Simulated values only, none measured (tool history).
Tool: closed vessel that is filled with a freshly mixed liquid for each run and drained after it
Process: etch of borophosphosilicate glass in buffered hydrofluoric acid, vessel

run    day  temperature setpoint of the liquid (°C)  parts of 40 % ammonium fluoride to one part of 49 % hydrofluoric acid (parts by volume)  time in the liquid (s)  thickness taken off the borophosphosilicate glass on a monitor wafer (nm)
  1  0.000                                     24.0                                                                                      9.5                      35                                                                    102.960
  2  0.271                                     24.0                                                                                      8.0                      35                                                                    119.440
  3  0.483                                     24.0                                                                                     10.5                      35                                                                     94.207
  4  0.842                                     24.0                                                                                      8.0                      35                                                                    120.940
  5  1.104                                     22.5                                                                                      9.0                      35                                                                     97.600
  6  1.342                                     22.5                                                                                      7.5                      35                                                                    119.600
  7  1.604                                     21.5                                                                                      8.5                      35                                                                     99.438
  8  1.892                                     20.5                                                                                      9.0                      35                                                                     87.041
  9  1.967                                     20.0                                                                                      9.5                      35                                                                     82.733
 10  2.233                                     19.5                                                                                     10.0                      35                                                                     77.034

Run 11 comes next. What will it give?
 11  2.325                                     17.0                                                                                     13.0                      35                                                                          ?

thickness taken off the borophosphosilicate glass on a monitor wafer (nm): 52.130
